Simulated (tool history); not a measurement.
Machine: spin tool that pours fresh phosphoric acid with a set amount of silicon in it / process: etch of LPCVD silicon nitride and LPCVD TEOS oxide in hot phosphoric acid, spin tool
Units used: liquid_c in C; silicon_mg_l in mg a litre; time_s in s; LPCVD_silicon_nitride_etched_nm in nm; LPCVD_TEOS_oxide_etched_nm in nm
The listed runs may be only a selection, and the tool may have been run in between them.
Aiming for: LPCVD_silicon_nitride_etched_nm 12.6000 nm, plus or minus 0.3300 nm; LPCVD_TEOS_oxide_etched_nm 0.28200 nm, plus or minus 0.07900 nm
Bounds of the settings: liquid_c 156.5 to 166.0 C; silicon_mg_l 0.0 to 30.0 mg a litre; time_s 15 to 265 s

| run | day | liquid_c | silicon_mg_l | time_s | LPCVD_silicon_nitride_etched_nm | LPCVD_TEOS_oxide_etched_nm |
|---|---|---|---|---|---|---|
| 1 | 0.000 | 161.0 | 13.0 | 135 | 10.3830 | 0.30401 |
| 2 | 0.329 | 160.0 | 13.0 | 135 | 10.0630 | 0.35691 |
| 3 | 0.408 | 160.0 | 20.5 | 135 | 10.0530 | 0.24474 |
| 4 | 0.562 | 161.0 | 20.5 | 135 | 10.3830 | 0.28534 |
| 5 | 0.896 | 159.5 | 20.5 | 135 | 9.9123 | 0.23338 |
| 6 | 0.950 | 158.5 | 20.5 | 135 | 9.5330 | 0.24750 |
| 7 | 1.238 | 159.5 | 21.0 | 135 | 9.8594 | 0.27793 |
| 8 | 1.304 | 160.5 | 22.5 | 135 | 10.2330 | 0.26673 |
| 9 | 1.350 | 160.5 | 22.5 | 135 | 10.2360 | 0.26142 |
| 10 | 1.675 | 161.5 | 24.0 | 135 | 10.5230 | 0.25348 |
| 11 | 2.021 | 162.0 | 24.5 | 135 | 10.7480 | 0.26425 |
| 12 | 2.392 | 162.5 | 25.5 | 135 | 10.9310 | 0.26347 |
| 13 | 2.558 | 163.0 | 26.5 | 135 | 11.1370 | 0.23915 |
|  | 2.712 | heated supply line repaired |
| 14 | 2.712 | 163.5 | 26.0 | 135 | 12.0580 | 0.32779 |
| 15 | 2.762 | 163.5 | 26.0 | 135 | 12.0540 | 0.34003 |
| 16 | 3.062 | 163.5 | 26.0 | 135 | 12.0200 | 0.30705 |
| 17 | 3.083 | 163.5 | 27.0 | 135 | 12.0960 | 0.33939 |
| 18 | 3.171 | 163.5 | 27.5 | 135 | 12.1270 | 0.36255 |
| 19 | 3.292 | 163.5 | 28.0 | 135 | 12.0490 | 0.34226 |
| 20 | 3.333 | 163.5 | 28.5 | 135 | 12.0290 | 0.33669 |

4 candidate next runs follow, results not yet known. Just one meets every target within its allowed miss. Identify it.
| A | 3.375 | 166.0 | 25.0 | 120 | ? | ? |
| B | 3.375 | 158.0 | 25.5 | 170 | ? | ? |
| C | 3.375 | 166.0 | 27.5 | 120 | ? | ? |
| D | 3.375 | 161.0 | 26.5 | 145 | ? | ? |

| move | LPCVD_silicon_nitride_etched_nm | LPCVD_TEOS_oxide_etched_nm |
|---|---|---|
| A | 11.5630 | 0.37927 |
| B | 12.5520 | 0.29364 |
| C | 11.5630 | 0.34767 |
| D | 11.8430 | 0.30236 |
A: the biggest miss grows against the last run
B: every result within its allowed miss
C: the biggest miss grows against the last run
D: the biggest miss grows against the last run
B is the move that brings every result within its allowed miss.

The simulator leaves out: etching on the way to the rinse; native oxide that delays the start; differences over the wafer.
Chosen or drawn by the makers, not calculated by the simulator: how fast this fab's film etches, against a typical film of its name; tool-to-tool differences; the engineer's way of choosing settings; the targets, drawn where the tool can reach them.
